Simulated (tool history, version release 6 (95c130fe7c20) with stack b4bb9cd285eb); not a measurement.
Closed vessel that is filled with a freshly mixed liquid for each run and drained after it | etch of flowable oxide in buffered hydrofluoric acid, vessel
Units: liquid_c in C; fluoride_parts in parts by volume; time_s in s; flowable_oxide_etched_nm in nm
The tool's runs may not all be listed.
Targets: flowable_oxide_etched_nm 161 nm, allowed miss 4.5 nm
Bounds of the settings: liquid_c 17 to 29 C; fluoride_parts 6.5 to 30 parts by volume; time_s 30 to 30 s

{"run": 1, "hour": 0.0, "liquid_c": 21, "fluoride_parts": 19.5, "time_s": 30, "flowable_oxide_etched_nm": 73.623}
{"run": 2, "hour": 4.6, "liquid_c": 22.5, "fluoride_parts": 18, "time_s": 30, "flowable_oxide_etched_nm": 86.679}
{"run": 3, "hour": 5.8, "liquid_c": 22.5, "fluoride_parts": 14.5, "time_s": 30, "flowable_oxide_etched_nm": 105.16}
{"run": 4, "hour": 6.5, "liquid_c": 21, "fluoride_parts": 14.5, "time_s": 30, "flowable_oxide_etched_nm": 96.324}
{"run": 5, "hour": 13.8, "liquid_c": 21, "fluoride_parts": 11.5, "time_s": 30, "flowable_oxide_etched_nm": 121.91}
{"run": 6, "hour": 22.1, "liquid_c": 22, "fluoride_parts": 11.5, "time_s": 30, "flowable_oxide_etched_nm": 129.27}
{"run": 7, "hour": 26.9, "liquid_c": 22, "fluoride_parts": 11.5, "time_s": 30, "flowable_oxide_etched_nm": 130.68}
{"run": 8, "hour": 35.6, "liquid_c": 26, "fluoride_parts": 11, "time_s": 30, "flowable_oxide_etched_nm": 169.86}
{"run": 9, "hour": 36.8, "liquid_c": 26, "fluoride_parts": 11, "time_s": 30, "flowable_oxide_etched_nm": 169.33}

Which of these 4 next moves meets every target?
{"run": "A", "hour": 38.0, "liquid_c": 23, "fluoride_parts": 9.5, "time_s": 30, "flowable_oxide_etched_nm": "?"}
{"run": "B", "hour": 38.0, "liquid_c": 26, "fluoride_parts": 10.5, "time_s": 30, "flowable_oxide_etched_nm": "?"}
{"run": "C", "hour": 38.0, "liquid_c": 23.5, "fluoride_parts": 9, "time_s": 30, "flowable_oxide_etched_nm": "?"}
{"run": "D", "hour": 38.0, "liquid_c": 27, "fluoride_parts": 11.5, "time_s": 30, "flowable_oxide_etched_nm": "?"}

move=A flowable_oxide_etched_nm=163.45
move=B flowable_oxide_etched_nm=177.64
move=C flowable_oxide_etched_nm=173.8
move=D flowable_oxide_etched_nm=171.54
A: meets every target
B: further off than the last run
C: further off than the last run
D: further off than the last run
Answer: A

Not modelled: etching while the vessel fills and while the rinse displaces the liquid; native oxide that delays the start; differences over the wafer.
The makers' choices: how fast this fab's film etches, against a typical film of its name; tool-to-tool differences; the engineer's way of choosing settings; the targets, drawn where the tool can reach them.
